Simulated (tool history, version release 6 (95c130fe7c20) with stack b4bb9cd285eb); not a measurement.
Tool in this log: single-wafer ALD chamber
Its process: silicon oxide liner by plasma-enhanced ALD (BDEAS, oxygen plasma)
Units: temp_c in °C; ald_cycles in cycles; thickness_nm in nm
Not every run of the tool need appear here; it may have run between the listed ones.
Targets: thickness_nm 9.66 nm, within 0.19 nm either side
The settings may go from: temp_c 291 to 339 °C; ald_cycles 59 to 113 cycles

run 1 hour=0 | temp_c=315 ald_cycles=86 | thickness_nm=7.8271
run 2 hour=8.2 | temp_c=323 ald_cycles=86 | thickness_nm=7.6957
run 3 hour=16.8 | temp_c=322 ald_cycles=88 | thickness_nm=7.9725
run 4 hour=18.1 | temp_c=322 ald_cycles=90 | thickness_nm=8.0998
run 5 hour=20.6 | temp_c=322 ald_cycles=92 | thickness_nm=8.3033
run 6 hour=26.4 | temp_c=322 ald_cycles=80 | thickness_nm=7.2118
run 7 hour=28.6 | temp_c=322 ald_cycles=83 | thickness_nm=7.4447
run 8 hour=30.9 | temp_c=321 ald_cycles=85 | thickness_nm=7.6169
run 9 hour=37 | temp_c=319 ald_cycles=99 | thickness_nm=8.8788
run 10 hour=42.3 | temp_c=319 ald_cycles=100 | thickness_nm=8.9865
run 11 hour=46.8 | temp_c=319 ald_cycles=101 | thickness_nm=9.0992
run 12 hour=54.7 | temp_c=319 ald_cycles=102 | thickness_nm=9.1747
run 13 hour=60.6 | temp_c=319 ald_cycles=103 | thickness_nm=9.2732

5 next moves are on the table. One of them brings every result within its allowed miss. Which?
run A hour=66.5 | temp_c=316 ald_cycles=103 | thickness_nm=?
run B hour=66.5 | temp_c=322 ald_cycles=112 | thickness_nm=?
run C hour=66.5 | temp_c=326 ald_cycles=103 | thickness_nm=?
run D hour=66.5 | temp_c=320 ald_cycles=99 | thickness_nm=?
run E hour=66.5 | temp_c=330 ald_cycles=109 | thickness_nm=?

move=A thickness_nm=9.3854
move=B thickness_nm=10.128
move=C thickness_nm=9.2673
move=D thickness_nm=8.9755
move=E thickness_nm=9.7572
A: an improvement on the last run, though not all results are within tolerance
B: pushes the last run's worst result past its target
C: about the same distance from the targets as the last run
D: further off than the last run
E: hits every target within its allowed miss
E is the move that brings every result within its allowed miss.
